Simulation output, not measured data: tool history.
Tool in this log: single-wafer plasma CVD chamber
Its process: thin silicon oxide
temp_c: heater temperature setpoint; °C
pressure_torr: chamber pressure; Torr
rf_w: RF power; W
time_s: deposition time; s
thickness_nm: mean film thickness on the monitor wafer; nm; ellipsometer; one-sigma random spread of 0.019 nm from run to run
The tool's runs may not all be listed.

run  hour  temp_c  pressure_torr  rf_w  time_s  thickness_nm
  1   0.0     380          0.584   215    6.14        6.8579
  2   5.6     380          0.584   185    6.14        6.5476
  3  12.9     380          0.577   185    6.14        6.5038
  4  20.4     374          0.577   185    6.14        6.5371
  5  27.0     374          0.571   185    6.14        6.4998
  6  32.2     376          0.566   185    6.14        6.4668
  7  33.2     377          0.561   185    6.14        6.3680
  8  35.5     377          0.561   185    6.14        6.4009
  9  39.4     377          0.555   185    6.14        6.3880
 10  48.2     377          0.548   185    6.14        6.2926
 11  53.6     377          0.544   185    6.14        6.2604
 12  57.1     377          0.540   185    6.14        6.2712

Forecast run 13:
 13  62.3     377          0.535   185    6.14             ?

{"run 13": {"thickness_nm": 6.2245}}
